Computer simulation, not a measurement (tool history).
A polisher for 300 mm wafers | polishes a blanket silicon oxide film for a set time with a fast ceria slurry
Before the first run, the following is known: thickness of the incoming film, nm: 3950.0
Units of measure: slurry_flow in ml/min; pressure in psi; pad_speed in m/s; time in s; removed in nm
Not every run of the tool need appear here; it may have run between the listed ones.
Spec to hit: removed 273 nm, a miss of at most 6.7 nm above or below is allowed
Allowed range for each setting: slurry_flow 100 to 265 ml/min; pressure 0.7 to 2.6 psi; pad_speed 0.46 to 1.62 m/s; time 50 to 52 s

{"run": 1, "day": 0.0, "slurry_flow": 170, "pressure": 1.6, "pad_speed": 1.04, "time": 50, "removed": 470.82}
{"run": 2, "day": 0.104, "slurry_flow": 140, "pressure": 1.6, "pad_speed": 1.04, "time": 50, "removed": 453.65}
{"run": 3, "day": 0.267, "slurry_flow": 140, "pressure": 1.2, "pad_speed": 1.04, "time": 50, "removed": 365.08}
{"run": 4, "day": 0.625, "slurry_flow": 140, "pressure": 1.2, "pad_speed": 1.04, "time": 52, "removed": 383.39}
{"run": 5, "day": 0.838, "slurry_flow": 135, "pressure": 1.1, "pad_speed": 1.04, "time": 52, "removed": 356.45}
{"run": 6, "day": 1.004, "slurry_flow": 135, "pressure": 1.1, "pad_speed": 1.16, "time": 52, "removed": 391.98}
{"run": 7, "day": 1.217, "slurry_flow": 135, "pressure": 1.1, "pad_speed": 1.16, "time": 52, "removed": 389.4}
{"run": 8, "day": 1.454, "slurry_flow": 130, "pressure": 1, "pad_speed": 1.14, "time": 52, "removed": 360.81}
{"run": 9, "day": 1.55, "slurry_flow": 130, "pressure": 1, "pad_speed": 1.12, "time": 52, "removed": 357.53}

Exercise: of the 4 proposed moves below, exactly one satisfies all targets within the stated allowed misses. Which move is it?
{"run": "A", "day": 1.646, "slurry_flow": 105, "pressure": 1, "pad_speed": 1.04, "time": 50, "removed": "?"}
{"run": "B", "day": 1.646, "slurry_flow": 165, "pressure": 1.3, "pad_speed": 1.18, "time": 52, "removed": "?"}
{"run": "C", "day": 1.646, "slurry_flow": 165, "pressure": 0.8, "pad_speed": 0.94, "time": 50, "removed": "?"}
{"run": "D", "day": 1.646, "slurry_flow": 145, "pressure": 0.7, "pad_speed": 1.14, "time": 52, "removed": "?"}

move=A removed=307.16
move=B removed=462.02
move=C removed=270.85
move=D removed=296.31
A: gains on the last run, yet a result remains outside its allowed miss
B: moves away from the targets compared with the last run
C: meets every target
D: gains on the last run, yet a result remains outside its allowed miss
Answer: C
